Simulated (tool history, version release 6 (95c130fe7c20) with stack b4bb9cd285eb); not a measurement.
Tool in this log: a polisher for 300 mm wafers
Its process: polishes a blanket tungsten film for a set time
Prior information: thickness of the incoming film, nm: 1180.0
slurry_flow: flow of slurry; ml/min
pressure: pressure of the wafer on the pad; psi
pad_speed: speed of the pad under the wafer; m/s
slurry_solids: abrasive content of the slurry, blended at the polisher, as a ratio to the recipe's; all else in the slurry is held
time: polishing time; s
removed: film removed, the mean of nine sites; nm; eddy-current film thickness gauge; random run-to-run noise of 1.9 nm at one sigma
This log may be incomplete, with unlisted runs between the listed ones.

run	hour	slurry_flow	pressure	pad_speed	slurry_solids	time	removed
1	0.0	260	4.7	1.24	1.00	78	516.84
2	3.7	260	4.0	1.10	1.00	78	387.10
3	7.0	260	4.0	1.10	1.15	78	414.63
4	10.1	260	3.5	1.00	1.15	78	327.85
5	11.2	260	4.1	1.00	1.15	78	377.04
6	16.0	260	3.1	1.00	1.15	78	290.03
7	23.3	260	2.8	0.96	1.15	78	253.32
8	29.3	260	2.8	0.96	1.15	78	255.63
9	36.4	255	2.1	0.76	1.15	78	153.77
10	39.6	270	2.3	0.76	1.15	78	168.35
11	44.2	275	2.4	0.76	1.15	78	178.03
12	48.4	285	2.4	0.76	1.15	78	179.96

Forecast run 13:
13	51.3	295	2.4	0.76	1.15	78	?

Run 13 gave removed 179.69 nm.

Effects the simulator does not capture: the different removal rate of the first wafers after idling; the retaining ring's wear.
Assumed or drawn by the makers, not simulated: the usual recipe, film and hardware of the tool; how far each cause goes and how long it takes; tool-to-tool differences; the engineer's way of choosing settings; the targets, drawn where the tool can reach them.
